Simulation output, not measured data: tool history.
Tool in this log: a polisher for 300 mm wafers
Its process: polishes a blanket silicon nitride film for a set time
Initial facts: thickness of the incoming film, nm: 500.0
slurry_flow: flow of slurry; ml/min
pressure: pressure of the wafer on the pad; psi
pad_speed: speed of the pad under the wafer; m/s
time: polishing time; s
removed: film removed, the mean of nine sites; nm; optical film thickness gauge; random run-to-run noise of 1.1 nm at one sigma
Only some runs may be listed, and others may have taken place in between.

{"run": 1, "hour": 0.0, "slurry_flow": 235, "pressure": 3.7, "pad_speed": 1.02, "time": 86, "removed": 163.82}
{"run": 2, "hour": 4.4, "slurry_flow": 270, "pressure": 3.7, "pad_speed": 1.02, "time": 86, "removed": 164.84}
{"run": 3, "hour": 7.6, "slurry_flow": 270, "pressure": 3.5, "pad_speed": 1.02, "time": 86, "removed": 155.99}
{"run": 4, "hour": 16.2, "slurry_flow": 270, "pressure": 3.3, "pad_speed": 1.02, "time": 86, "removed": 146.61}
{"run": 5, "hour": 17.5, "slurry_flow": 270, "pressure": 3.1, "pad_speed": 1.02, "time": 86, "removed": 140.19}
{"run": 6, "hour": 23.4, "slurry_flow": 225, "pressure": 3.1, "pad_speed": 1.02, "time": 86, "removed": 139.08}

For run 7, what comes out?
{"run": 7, "hour": 28.1, "slurry_flow": 225, "pressure": 2.1, "pad_speed": 1, "time": 86, "removed": "?"}

removed: 93.804 nm
